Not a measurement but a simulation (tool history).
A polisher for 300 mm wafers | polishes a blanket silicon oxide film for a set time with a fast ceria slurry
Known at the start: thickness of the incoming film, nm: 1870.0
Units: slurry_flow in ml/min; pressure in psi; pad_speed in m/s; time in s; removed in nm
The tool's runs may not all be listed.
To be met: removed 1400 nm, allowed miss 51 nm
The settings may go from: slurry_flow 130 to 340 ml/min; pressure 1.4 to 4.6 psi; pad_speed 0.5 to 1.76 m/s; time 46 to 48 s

run,day,slurry_flow,pressure,pad_speed,time,removed
1,0,220,3,1.12,46,931.93
2,0.358,220,3.2,1.12,46,988.95
3,0.425,220,3.4,1.12,46,1010.5
4,0.712,220,3.6,1.14,46,1097.9
5,0.967,245,3.6,1.14,46,1110
6,1.317,245,3.7,1.14,46,1137.8
7,1.592,245,3.8,1.14,46,1146.8
8,1.642,245,3.9,1.14,46,1156
9,1.671,245,4,1.16,46,1209
10,1.779,245,4.1,1.16,46,1254.6
11,1.85,245,4.2,1.16,46,1252.3
12,1.896,245,4.3,1.16,46,1296.2

Which of these 4 next moves meets every target?
A,1.942,265,4.2,1.06,46,?
B,1.942,180,4.1,1.38,46,?
C,1.942,260,4.6,1.22,48,?
D,1.942,305,4.6,1.24,48,?

move,removed
A,1187.4
B,1432.7
C,1515.8
D,1563.2
A: further off than the last run
B: meets every target
C: takes the result that was furthest off past its target
D: takes the result that was furthest off past its target
The right move is B.
